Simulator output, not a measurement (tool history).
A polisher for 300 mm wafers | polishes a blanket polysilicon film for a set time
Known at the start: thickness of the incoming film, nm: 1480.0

run,day,flow of slurry (ml/min),pressure of the wafer on the pad (psi),speed of the pad under the wafer (m/s),polishing time (s),film removed (Å)
1,0,125,3.5,0.98,30,2820.6
2,0.358,95,3.5,0.98,30,2668.1
3,0.446,110,3.6,0.98,30,2781.2
4,0.512,80,3.6,0.98,30,2653.6
5,0.592,95,3.7,0.98,30,2793.1
6,0.662,110,3.8,0.98,30,2977.1
7,0.862,120,3.8,0.98,30,3042.8
8,1.096,130,3.8,0.98,30,3090.7

The next listed run, before its measurement:
9,1.175,130,3.8,0.98,30,?

film removed (Å): 3059.6
